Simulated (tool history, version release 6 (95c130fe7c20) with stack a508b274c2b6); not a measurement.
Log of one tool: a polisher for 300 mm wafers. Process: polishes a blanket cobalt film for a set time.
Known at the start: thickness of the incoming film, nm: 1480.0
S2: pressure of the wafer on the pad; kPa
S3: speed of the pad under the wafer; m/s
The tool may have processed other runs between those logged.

run 1 hour=0.0 | flow_of_slurry_(ml/min)=220 S2=8.3 S3=1.08 polishing_time_(s)=20 | film_removed_(nm)=58.781
run 2 hour=3.9 | flow_of_slurry_(ml/min)=220 S2=8.3 S3=1.08 polishing_time_(s)=20 | film_removed_(nm)=60.020
run 3 hour=8.2 | flow_of_slurry_(ml/min)=220 S2=8.3 S3=1.08 polishing_time_(s)=20 | film_removed_(nm)=58.801
run 4 hour=11.9 | flow_of_slurry_(ml/min)=220 S2=7.6 S3=1.08 polishing_time_(s)=20 | film_removed_(nm)=55.098
run 5 hour=12.6 | flow_of_slurry_(ml/min)=220 S2=7.6 S3=1.08 polishing_time_(s)=20 | film_removed_(nm)=56.560
run 6 hour=16.5 | flow_of_slurry_(ml/min)=220 S2=6.9 S3=1.06 polishing_time_(s)=20 | film_removed_(nm)=49.562
run 7 hour=24.5 | flow_of_slurry_(ml/min)=220 S2=5.5 S3=1.04 polishing_time_(s)=20 | film_removed_(nm)=39.659

Run 8 is up next; what results do you expect?
run 8 hour=28.7 | flow_of_slurry_(ml/min)=220 S2=5.5 S3=1.04 polishing_time_(s)=20 | film_removed_(nm)=?

For run 8 the tool returned film removed (nm) 38.996.
